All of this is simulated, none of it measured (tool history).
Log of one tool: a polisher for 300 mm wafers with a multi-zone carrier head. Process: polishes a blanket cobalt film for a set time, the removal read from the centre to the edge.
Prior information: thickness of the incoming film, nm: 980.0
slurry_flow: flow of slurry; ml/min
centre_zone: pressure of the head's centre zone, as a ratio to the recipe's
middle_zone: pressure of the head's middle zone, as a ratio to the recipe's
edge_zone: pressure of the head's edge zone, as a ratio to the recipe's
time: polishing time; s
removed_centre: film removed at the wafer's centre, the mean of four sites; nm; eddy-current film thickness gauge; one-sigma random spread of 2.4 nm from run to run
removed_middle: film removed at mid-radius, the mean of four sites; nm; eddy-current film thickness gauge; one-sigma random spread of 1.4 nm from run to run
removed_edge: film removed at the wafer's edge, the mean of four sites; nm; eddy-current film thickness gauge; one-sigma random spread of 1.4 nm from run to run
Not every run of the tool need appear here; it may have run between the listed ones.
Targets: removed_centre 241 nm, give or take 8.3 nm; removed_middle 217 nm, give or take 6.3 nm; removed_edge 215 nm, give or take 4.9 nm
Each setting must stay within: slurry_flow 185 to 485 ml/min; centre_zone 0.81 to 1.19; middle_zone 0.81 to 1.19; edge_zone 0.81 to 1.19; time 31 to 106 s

| run | hour | slurry_flow | centre_zone | middle_zone | edge_zone | time | removed_centre | removed_middle | removed_edge |
|---|---|---|---|---|---|---|---|---|---|
| 1 | 0 | 310 | 1 | 1 | 1 | 68 | 360.66 | 365.92 | 360.2 |
| 2 | 5.4 | 310 | 1.01 | 0.98 | 0.96 | 60 | 318.42 | 314.8 | 311.94 |
| 3 | 10.8 | 310 | 1.02 | 0.97 | 0.93 | 55 | 295.5 | 285.98 | 281.79 |
| 4 | 19.6 | 310 | 1.02 | 0.97 | 0.88 | 55 | 290.46 | 284.6 | 274.18 |
| 5 | 25.4 | 310 | 1.02 | 0.97 | 0.88 | 61 | 325.95 | 315.96 | 308.62 |
| 6 | 26.8 | 380 | 1.02 | 0.97 | 0.88 | 61 | 336.11 | 322.2 | 313.07 |
| 7 | 31.3 | 365 | 1.03 | 0.96 | 0.86 | 56 | 309.75 | 294.09 | 278.19 |
| 8 | 38 | 365 | 1.03 | 0.96 | 0.86 | 56 | 315.38 | 292.88 | 284.21 |
| 9 | 45.9 | 350 | 1.03 | 0.95 | 0.85 | 52 | 283.66 | 269.71 | 258.59 |
| 10 | 48.2 | 340 | 1.04 | 0.93 | 0.84 | 50 | 278.68 | 250.8 | 248.39 |
| 11 | 53.7 | 330 | 1.04 | 0.93 | 0.83 | 48 | 264.52 | 244.34 | 234.29 |
| 12 | 58.4 | 240 | 1.03 | 0.84 | 0.81 | 46 | 240.58 | 205.85 | 218.98 |
| 13 | 60.5 | 245 | 1.03 | 0.86 | 0.81 | 45 | 238.65 | 202.95 | 216.28 |

Below are 4 possible settings for the next run. Only one of them brings all results inside the allowed miss of their targets. Which is it?
| A | 62.6 | 255 | 0.95 | 0.91 | 0.81 | 45 | ? | ? | ? |
| B | 62.6 | 250 | 1.1 | 0.97 | 0.81 | 43 | ? | ? | ? |
| C | 62.6 | 265 | 1.03 | 0.9 | 0.81 | 45 | ? | ? | ? |
| D | 62.6 | 280 | 1.08 | 1.03 | 0.81 | 43 | ? | ? | ? |

| move | removed_centre | removed_middle | removed_edge |
|---|---|---|---|
| A | 222.77 | 214.57 | 214.82 |
| B | 246.15 | 215.46 | 204.71 |
| C | 242.99 | 213.57 | 215.64 |
| D | 245.56 | 229.85 | 206.74 |
A: brings the last run's worst result on target, with another outside its allowed miss
B: brings the last run's worst result on target, with another outside its allowed miss
C: every result lands within tolerance
D: carries the result that was furthest off beyond its target, to the other side
Correct choice: C, which meets every target
